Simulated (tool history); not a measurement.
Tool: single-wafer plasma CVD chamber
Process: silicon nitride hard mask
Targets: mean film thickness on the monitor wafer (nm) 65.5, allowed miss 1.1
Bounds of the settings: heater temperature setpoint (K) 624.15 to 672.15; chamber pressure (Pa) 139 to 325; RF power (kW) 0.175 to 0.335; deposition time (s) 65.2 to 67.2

run,hour,heater temperature setpoint (K),chamber pressure (Pa),RF power (kW),deposition time (s),mean film thickness on the monitor wafer (nm)
1,0,648.15,232,0.255,65.2,69.903
2,5.1,648.15,223,0.255,65.2,69.234
3,11,648.15,223,0.255,67.2,71.249
4,13.4,642.15,223,0.255,67.2,72.476
5,20.1,647.15,223,0.255,67.2,71.16
6,25,642.15,223,0.255,67.2,71.588
7,26.9,642.15,223,0.255,67.2,71.21
8,32.5,642.15,211,0.255,67.2,70.533
9,33.8,642.15,200,0.255,67.2,69.384
10,37.7,642.15,192,0.255,67.2,68.944
11,42,642.15,152,0.25,67.2,61.218
12,50.2,641.15,159,0.25,67.2,62.863
13,56.1,641.15,163,0.25,67.2,62.993
14,62.3,641.15,163,0.25,67.2,63.673
15,64.2,640.15,165,0.25,67.2,63.739
16,65.6,640.15,168,0.25,67.2,63.846
17,66.6,640.15,188,0.255,67.2,68.141

4 next moves are on the table. One of them brings every result within its allowed miss. Which?
A,67.6,638.15,216,0.255,67.2,?
B,67.6,628.15,172,0.26,65.6,?
C,67.6,638.15,171,0.255,65.2,?
D,67.6,636.15,228,0.255,65.4,?

move,mean film thickness on the monitor wafer (nm)
A,71.191
B,65.251
C,63.59
D,70.571
A: further off than the last run
B: meets every target
C: takes the result that was furthest off past its target
D: further off than the last run
Move B is the one to make.
